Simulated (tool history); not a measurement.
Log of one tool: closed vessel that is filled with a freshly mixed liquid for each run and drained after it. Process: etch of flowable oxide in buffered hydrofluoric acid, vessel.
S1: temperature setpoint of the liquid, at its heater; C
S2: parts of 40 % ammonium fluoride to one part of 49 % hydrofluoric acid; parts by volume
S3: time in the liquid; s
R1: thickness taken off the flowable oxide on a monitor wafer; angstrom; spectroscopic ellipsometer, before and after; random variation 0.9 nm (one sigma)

| run | hour | S1 | S2 | S3 | R1 |
|---|---|---|---|---|---|
| 1 | 0 | 24 | 11 | 35 | 639.21 |
| 2 | 2.4 | 27 | 11 | 35 | 751.51 |
| 3 | 5.9 | 28.5 | 10 | 35 | 900.06 |
| 4 | 10.6 | 28.5 | 12.5 | 35 | 723.35 |
|  | 15.2 | thermometer replaced |
| 5 | 15.2 | 27 | 12.5 | 35 | 741.08 |
| 6 | 16.6 | 28.5 | 10 | 35 | 1025.2 |
| 7 | 19.6 | 29.5 | 10 | 35 | 1070.3 |
| 8 | 20.7 | 30 | 10 | 35 | 1095.8 |
| 9 | 29.6 | 30.5 | 10 | 35 | 1123.4 |

The next listed run, before its measurement:
| 10 | 35.6 | 31 | 10 | 35 | ? |

Run 10 gave R1 1161.9 angstrom.
